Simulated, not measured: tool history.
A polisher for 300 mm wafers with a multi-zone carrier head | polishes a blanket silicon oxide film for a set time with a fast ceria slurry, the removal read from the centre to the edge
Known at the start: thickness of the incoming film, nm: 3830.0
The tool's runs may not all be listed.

run	hour	flow of slurry (ml/min)	pressure of the head's centre zone	pressure of the head's middle zone	pressure of the head's edge zone	polishing time (s)	film removed at the wafer's centre (Å)	film removed at mid-radius (Å)	film removed at the wafer's edge (Å)
1	0	120	1	1	1	32	4150.8	4039.2	4087.4
2	4.4	120	1	1	0.96	32	4136.1	4135.1	4002.7
3	5.7	120	1	1	1.04	32	4191.8	4025.6	4136.9
4	12	120	1	1	1.04	26	3355.1	3334.8	3382.6
5	18.2	130	1.03	0.99	1.07	30	4084.7	3831.6	3980.3
6	21.4	140	1.06	0.97	1.1	33	4635.6	4264	4474.3
7	23.9	145	1.1	0.94	1.11	35	5260.6	4458.5	4800.8

The next listed run, before its measurement:
8	27.2	145	1.1	0.94	1.11	35	?	?	?

film removed at the wafer's centre (Å): 5289.1
film removed at mid-radius (Å): 4526.4
film removed at the wafer's edge (Å): 4779.3

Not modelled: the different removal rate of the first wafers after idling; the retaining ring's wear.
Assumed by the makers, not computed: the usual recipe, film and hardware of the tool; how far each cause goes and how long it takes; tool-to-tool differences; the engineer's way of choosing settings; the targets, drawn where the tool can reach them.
